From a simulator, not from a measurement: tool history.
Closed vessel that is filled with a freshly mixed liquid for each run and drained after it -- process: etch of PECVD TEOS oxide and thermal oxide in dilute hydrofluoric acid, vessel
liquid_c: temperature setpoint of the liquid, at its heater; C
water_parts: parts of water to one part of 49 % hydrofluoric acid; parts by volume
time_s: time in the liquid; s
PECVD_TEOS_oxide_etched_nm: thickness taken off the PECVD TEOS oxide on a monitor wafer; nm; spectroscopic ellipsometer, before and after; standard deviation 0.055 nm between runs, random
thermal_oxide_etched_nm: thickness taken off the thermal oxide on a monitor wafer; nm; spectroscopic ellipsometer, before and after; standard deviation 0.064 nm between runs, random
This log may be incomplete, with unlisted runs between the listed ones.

run	day	liquid_c	water_parts	time_s	PECVD_TEOS_oxide_etched_nm	thermal_oxide_etched_nm
1	0	23	285	90	4.8487	1.0281
2	0.071	21.5	285	90	4.5759	0.9765
3	0.171	18.5	285	90	4.1601	0.93767
4	0.388	18.5	285	130	6.0302	1.23
5	0.479	18.5	285	95	4.3697	0.99097
6	0.708	18.5	225	95	5.795	1.3093

Estimate the outcome of run 7 from the log above:
7	1.025	20	220	95	?	?

PECVD_TEOS_oxide_etched_nm: 6.4226 nm
thermal_oxide_etched_nm: 1.4274 nm
